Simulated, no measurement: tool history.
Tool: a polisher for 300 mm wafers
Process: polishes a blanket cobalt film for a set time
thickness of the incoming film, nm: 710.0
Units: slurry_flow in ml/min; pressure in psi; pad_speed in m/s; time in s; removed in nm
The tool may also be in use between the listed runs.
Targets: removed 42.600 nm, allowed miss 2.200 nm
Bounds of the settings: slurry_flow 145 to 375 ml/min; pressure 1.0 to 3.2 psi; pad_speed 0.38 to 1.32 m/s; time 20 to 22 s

{"run": 1, "hour": 0.0, "slurry_flow": 240, "pressure": 2.1, "pad_speed": 0.84, "time": 22, "removed": 94.301}
{"run": 2, "hour": 7.1, "slurry_flow": 240, "pressure": 2.1, "pad_speed": 0.68, "time": 22, "removed": 78.434}
{"run": 3, "hour": 15.4, "slurry_flow": 240, "pressure": 2.1, "pad_speed": 0.68, "time": 22, "removed": 79.509}
{"run": 4, "hour": 23.2, "slurry_flow": 240, "pressure": 2.1, "pad_speed": 0.78, "time": 22, "removed": 89.032}
{"hour": 24.0, "done": "head pressure recalibrated"}
{"run": 5, "hour": 24.0, "slurry_flow": 240, "pressure": 2.1, "pad_speed": 0.86, "time": 22, "removed": 108.22}
{"run": 6, "hour": 28.4, "slurry_flow": 240, "pressure": 2.1, "pad_speed": 0.68, "time": 22, "removed": 86.406}
{"run": 7, "hour": 29.2, "slurry_flow": 240, "pressure": 1.9, "pad_speed": 0.64, "time": 22, "removed": 75.412}
{"run": 8, "hour": 35.5, "slurry_flow": 220, "pressure": 1.7, "pad_speed": 0.58, "time": 22, "removed": 60.006}
{"run": 9, "hour": 43.7, "slurry_flow": 215, "pressure": 1.6, "pad_speed": 0.58, "time": 22, "removed": 58.274}
{"run": 10, "hour": 52.6, "slurry_flow": 210, "pressure": 1.5, "pad_speed": 0.56, "time": 22, "removed": 51.186}
{"run": 11, "hour": 61.2, "slurry_flow": 205, "pressure": 1.4, "pad_speed": 0.56, "time": 22, "removed": 48.555}
{"run": 12, "hour": 61.8, "slurry_flow": 205, "pressure": 1.1, "pad_speed": 0.54, "time": 22, "removed": 37.571}

Which of these 4 next moves meets every target?
{"run": "A", "hour": 62.4, "slurry_flow": 270, "pressure": 1.5, "pad_speed": 0.5, "time": 22, "removed": "?"}
{"run": "B", "hour": 62.4, "slurry_flow": 210, "pressure": 1.6, "pad_speed": 0.42, "time": 22, "removed": "?"}
{"run": "C", "hour": 62.4, "slurry_flow": 165, "pressure": 1.1, "pad_speed": 0.62, "time": 20, "removed": "?"}
{"run": "D", "hour": 62.4, "slurry_flow": 220, "pressure": 1.3, "pad_speed": 0.66, "time": 20, "removed": "?"}

move=A removed=49.164
move=B removed=42.865
move=C removed=38.753
move=D removed=49.985
A: takes the result that was furthest off past its target
B: meets every target
C: nearer than the last run, and not there yet
D: takes the result that was furthest off past its target
Answer: B
